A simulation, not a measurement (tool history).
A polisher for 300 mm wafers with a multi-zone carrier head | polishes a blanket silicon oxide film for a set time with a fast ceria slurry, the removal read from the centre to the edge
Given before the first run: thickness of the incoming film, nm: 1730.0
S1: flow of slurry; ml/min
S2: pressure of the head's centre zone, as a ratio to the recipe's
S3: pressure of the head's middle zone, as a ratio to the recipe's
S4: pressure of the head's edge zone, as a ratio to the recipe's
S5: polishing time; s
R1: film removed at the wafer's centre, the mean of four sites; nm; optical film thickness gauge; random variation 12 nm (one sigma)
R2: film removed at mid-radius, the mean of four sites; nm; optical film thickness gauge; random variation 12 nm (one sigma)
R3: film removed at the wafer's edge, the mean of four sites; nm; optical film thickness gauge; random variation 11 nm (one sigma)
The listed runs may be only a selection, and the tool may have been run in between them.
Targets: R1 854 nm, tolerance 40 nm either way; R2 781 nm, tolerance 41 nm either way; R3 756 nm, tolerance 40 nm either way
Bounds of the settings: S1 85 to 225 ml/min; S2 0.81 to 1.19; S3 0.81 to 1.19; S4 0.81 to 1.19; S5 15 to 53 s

{"run": 1, "hour": 0.0, "S1": 145, "S2": 1, "S3": 1, "S4": 1, "S5": 34, "R1": 612.52, "R2": 603.85, "R3": 595.52}
{"run": 2, "hour": 6.8, "S1": 145, "S2": 1, "S3": 1, "S4": 0.95, "S5": 34, "R1": 598.92, "R2": 602.85, "R3": 585.92}
{"run": 3, "hour": 10.4, "S1": 145, "S2": 1, "S3": 1, "S4": 0.95, "S5": 40, "R1": 704.06, "R2": 693.04, "R3": 677.66}
{"run": 4, "hour": 19.2, "S1": 155, "S2": 1.02, "S3": 1.01, "S4": 0.97, "S5": 40, "R1": 730.89, "R2": 725.74, "R3": 714.82}
{"run": 5, "hour": 23.1, "S1": 155, "S2": 0.97, "S3": 1.01, "S4": 0.97, "S5": 40, "R1": 695.2, "R2": 715.06, "R3": 701.14}
{"run": 6, "hour": 29.1, "S1": 155, "S2": 0.97, "S3": 1.05, "S4": 0.97, "S5": 40, "R1": 706.25, "R2": 741.04, "R3": 687.62}
{"run": 7, "hour": 30.5, "S1": 165, "S2": 1.01, "S3": 1.05, "S4": 0.98, "S5": 40, "R1": 733.2, "R2": 743.5, "R3": 703.48}
{"run": 8, "hour": 38.0, "S1": 170, "S2": 1.04, "S3": 1.05, "S4": 0.99, "S5": 40, "R1": 765.29, "R2": 768.84, "R3": 713.71}
{"run": 9, "hour": 39.3, "S1": 190, "S2": 1.11, "S3": 0.97, "S4": 1.02, "S5": 41, "R1": 842.29, "R2": 738.12, "R3": 734.22}

Below are 5 possible settings for the next run. Only one of them brings all results inside the allowed miss of their targets. Which is it?
{"run": "A", "hour": 40.6, "S1": 210, "S2": 1.13, "S3": 1.06, "S4": 1.09, "S5": 40, "R1": "?", "R2": "?", "R3": "?"}
{"run": "B", "hour": 40.6, "S1": 165, "S2": 1.04, "S3": 1, "S4": 1, "S5": 41, "R1": "?", "R2": "?", "R3": "?"}
{"run": "C", "hour": 40.6, "S1": 165, "S2": 1.07, "S3": 0.83, "S4": 1.06, "S5": 43, "R1": "?", "R2": "?", "R3": "?"}
{"run": "D", "hour": 40.6, "S1": 225, "S2": 1.11, "S3": 1.05, "S4": 0.98, "S5": 38, "R1": "?", "R2": "?", "R3": "?"}
{"run": "E", "hour": 40.6, "S1": 175, "S2": 1.09, "S3": 0.91, "S4": 1.02, "S5": 42, "R1": "?", "R2": "?", "R3": "?"}

move=A R1=866.24 R2=788.37 R3=752.26
move=B R1=781.22 R2=739.99 R3=730.02
move=C R1=842.13 R2=664.57 R3=781.22
move=D R1=816.75 R2=750.11 R3=696.58
move=E R1=848.54 R2=707.67 R3=759.04
A: meets every target
B: moves away from the targets compared with the last run
C: moves away from the targets compared with the last run
D: gets the furthest-off result to its target, but another result is out of tolerance
E: moves away from the targets compared with the last run
The right move is A.

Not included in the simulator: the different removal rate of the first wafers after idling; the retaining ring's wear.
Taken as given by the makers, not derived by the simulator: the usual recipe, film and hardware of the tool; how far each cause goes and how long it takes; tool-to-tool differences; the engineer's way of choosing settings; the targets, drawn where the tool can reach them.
